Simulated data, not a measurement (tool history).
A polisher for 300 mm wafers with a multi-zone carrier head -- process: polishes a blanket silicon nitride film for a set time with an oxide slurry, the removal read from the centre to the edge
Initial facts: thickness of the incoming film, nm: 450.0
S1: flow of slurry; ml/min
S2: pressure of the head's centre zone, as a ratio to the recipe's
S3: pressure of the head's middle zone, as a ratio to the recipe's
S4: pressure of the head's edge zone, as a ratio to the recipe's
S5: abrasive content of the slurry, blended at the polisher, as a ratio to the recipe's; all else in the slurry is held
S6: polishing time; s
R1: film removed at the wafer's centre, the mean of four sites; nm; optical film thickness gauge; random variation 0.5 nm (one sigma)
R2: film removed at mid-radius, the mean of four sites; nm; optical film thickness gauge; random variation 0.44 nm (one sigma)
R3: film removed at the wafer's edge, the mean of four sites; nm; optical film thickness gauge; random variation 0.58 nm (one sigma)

{"run": 1, "hour": 0.0, "S1": 120, "S2": 1.0, "S3": 1.0, "S4": 1.0, "S5": 1.0, "S6": 67, "R1": 51.689, "R2": 51.972, "R3": 49.683}
{"run": 2, "hour": 2.6, "S1": 105, "S2": 0.99, "S3": 0.94, "S4": 1.03, "S5": 0.9, "S6": 67, "R1": 47.478, "R2": 44.192, "R3": 46.917}
{"run": 3, "hour": 7.2, "S1": 95, "S2": 0.97, "S3": 0.91, "S4": 1.04, "S5": 0.9, "S6": 67, "R1": 42.662, "R2": 41.891, "R3": 45.101}
{"run": 4, "hour": 8.6, "S1": 95, "S2": 0.97, "S3": 0.91, "S4": 0.96, "S5": 0.9, "S6": 67, "R1": 43.001, "R2": 42.029, "R3": 43.143}
{"run": 5, "hour": 9.3, "S1": 95, "S2": 0.97, "S3": 0.85, "S4": 0.96, "S5": 0.9, "S6": 67, "R1": 43.809, "R2": 39.831, "R3": 43.176}
{"run": 6, "hour": 12.7, "S1": 95, "S2": 0.97, "S3": 0.81, "S4": 0.96, "S5": 0.9, "S6": 67, "R1": 43.341, "R2": 38.324, "R3": 43.965}

For run 7, what comes out?
{"run": 7, "hour": 15.0, "S1": 70, "S2": 0.98, "S3": 0.81, "S4": 1.06, "S5": 0.85, "S6": 67, "R1": "?", "R2": "?", "R3": "?"}

{"run 7": {"R1": 37.305, "R2": 32.776, "R3": 40.543}}

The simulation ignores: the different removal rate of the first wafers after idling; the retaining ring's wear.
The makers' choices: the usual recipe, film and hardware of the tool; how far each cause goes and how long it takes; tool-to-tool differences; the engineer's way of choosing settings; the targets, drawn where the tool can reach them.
